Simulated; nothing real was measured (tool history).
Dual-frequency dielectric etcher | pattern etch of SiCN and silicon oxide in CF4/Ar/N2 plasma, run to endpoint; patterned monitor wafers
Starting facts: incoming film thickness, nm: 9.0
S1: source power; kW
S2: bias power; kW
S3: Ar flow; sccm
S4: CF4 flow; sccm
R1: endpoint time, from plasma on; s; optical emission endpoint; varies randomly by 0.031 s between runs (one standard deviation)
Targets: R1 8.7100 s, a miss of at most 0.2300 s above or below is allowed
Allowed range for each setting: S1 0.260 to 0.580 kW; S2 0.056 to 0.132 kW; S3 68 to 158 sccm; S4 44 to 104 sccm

| run | hour | S1 | S2 | S3 | S4 | R1 |
|---|---|---|---|---|---|---|
| 1 | 0.0 | 0.420 | 0.094 | 113 | 74 | 10.7450 |
| 2 | 4.1 | 0.420 | 0.094 | 131 | 74 | 11.0060 |
| 3 | 11.5 | 0.420 | 0.094 | 131 | 68 | 11.0310 |
| 4 | 18.7 | 0.420 | 0.081 | 131 | 68 | 11.6930 |
|  | 27.6 | wet clean of the chamber |
| 5 | 27.6 | 0.440 | 0.082 | 131 | 68 | 10.7740 |
| 6 | 31.4 | 0.440 | 0.097 | 131 | 68 | 10.1390 |
| 7 | 33.8 | 0.450 | 0.097 | 131 | 68 | 9.9567 |
| 8 | 38.9 | 0.460 | 0.097 | 131 | 68 | 9.8176 |
| 9 | 43.3 | 0.470 | 0.097 | 131 | 68 | 9.7113 |

Which of these 4 next moves meets every target?
| A | 47.7 | 0.450 | 0.079 | 141 | 61 | ? |
| B | 47.7 | 0.570 | 0.098 | 121 | 70 | ? |
| C | 47.7 | 0.420 | 0.101 | 125 | 69 | ? |
| D | 47.7 | 0.570 | 0.090 | 130 | 65 | ? |

| move | R1 |
|---|---|
| A | 11.0690 |
| B | 8.2569 |
| C | 10.3140 |
| D | 8.6755 |
A: lands further from the targets than the last run did
B: moves the result that the last run missed by most past its target, out the other side
C: lands further from the targets than the last run did
D: hits every target within its allowed miss
Answer: D

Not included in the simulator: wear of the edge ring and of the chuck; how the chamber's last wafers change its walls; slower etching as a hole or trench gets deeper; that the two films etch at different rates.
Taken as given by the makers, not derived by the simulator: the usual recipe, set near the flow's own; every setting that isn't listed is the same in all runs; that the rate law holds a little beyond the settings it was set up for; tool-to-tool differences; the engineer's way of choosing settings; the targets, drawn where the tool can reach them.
